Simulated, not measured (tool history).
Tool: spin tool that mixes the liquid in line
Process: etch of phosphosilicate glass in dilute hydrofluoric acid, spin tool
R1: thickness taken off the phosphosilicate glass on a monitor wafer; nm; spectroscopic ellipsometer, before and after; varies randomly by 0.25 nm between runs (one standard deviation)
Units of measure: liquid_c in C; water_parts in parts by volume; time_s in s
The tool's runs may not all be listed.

Run 1, hour 0: liquid_c 26 C, water_parts 130 parts by volume, time_s 15 s. Result: R1 17.188 nm.
Run 2, hour 5.5: liquid_c 28 C, water_parts 130 parts by volume, time_s 15 s. Result: R1 18.574 nm.
Run 3, hour 9: liquid_c 30 C, water_parts 110 parts by volume, time_s 15 s. Result: R1 24.349 nm.
Run 4, hour 11.6: liquid_c 30 C, water_parts 110 parts by volume, time_s 15 s. Result: R1 24.253 nm.
Run 5, hour 17.6: liquid_c 31 C, water_parts 95 parts by volume, time_s 15 s. Result: R1 29.865 nm.
Run 6, hour 19.8: liquid_c 34 C, water_parts 95 parts by volume, time_s 15 s. Result: R1 32.99 nm.
Run 7, hour 21.9: liquid_c 34 C, water_parts 85 parts by volume, time_s 15 s. Result: R1 37.869 nm.

Forecast run 8:
Run 8, hour 26.5: liquid_c 34 C, water_parts 85 parts by volume, time_s 15 s. Result: R1 ?.

Run 8 yielded R1 37.748 nm.
